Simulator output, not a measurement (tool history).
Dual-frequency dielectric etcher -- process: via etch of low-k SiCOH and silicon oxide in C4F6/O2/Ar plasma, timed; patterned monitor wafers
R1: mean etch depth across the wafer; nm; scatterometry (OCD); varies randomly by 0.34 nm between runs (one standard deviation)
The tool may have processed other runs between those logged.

{"run": 1, "hour": 0.0, "source power (W)": 290, "bias power (W)": 130, "etch time (s)": 38.5, "R1": 97.931}
{"run": 2, "hour": 0.9, "source power (W)": 290, "bias power (W)": 130, "etch time (s)": 38.5, "R1": 97.879}
{"run": 3, "hour": 3.1, "source power (W)": 300, "bias power (W)": 132, "etch time (s)": 38.5, "R1": 99.998}
{"run": 4, "hour": 6.6, "source power (W)": 300, "bias power (W)": 120, "etch time (s)": 38.5, "R1": 95.598}
{"run": 5, "hour": 10.8, "source power (W)": 270, "bias power (W)": 120, "etch time (s)": 38.5, "R1": 91.734}
{"run": 6, "hour": 19.5, "source power (W)": 290, "bias power (W)": 122, "etch time (s)": 38.5, "R1": 94.591}
{"run": 7, "hour": 27.0, "source power (W)": 300, "bias power (W)": 125, "etch time (s)": 38.5, "R1": 96.91}
{"run": 8, "hour": 34.2, "source power (W)": 310, "bias power (W)": 128, "etch time (s)": 38.5, "R1": 99.173}
{"run": 9, "hour": 42.4, "source power (W)": 320, "bias power (W)": 131, "etch time (s)": 38.5, "R1": 101.83}
{"run": 10, "hour": 51.2, "source power (W)": 330, "bias power (W)": 133, "etch time (s)": 38.5, "R1": 104.04}
{"run": 11, "hour": 56.3, "source power (W)": 340, "bias power (W)": 134, "etch time (s)": 38.5, "R1": 105.34}

Estimate the outcome of run 12 from the log above:
{"run": 12, "hour": 64.4, "source power (W)": 350, "bias power (W)": 136, "etch time (s)": 38.5, "R1": "?"}

{"run 12": {"R1": 106.96}}
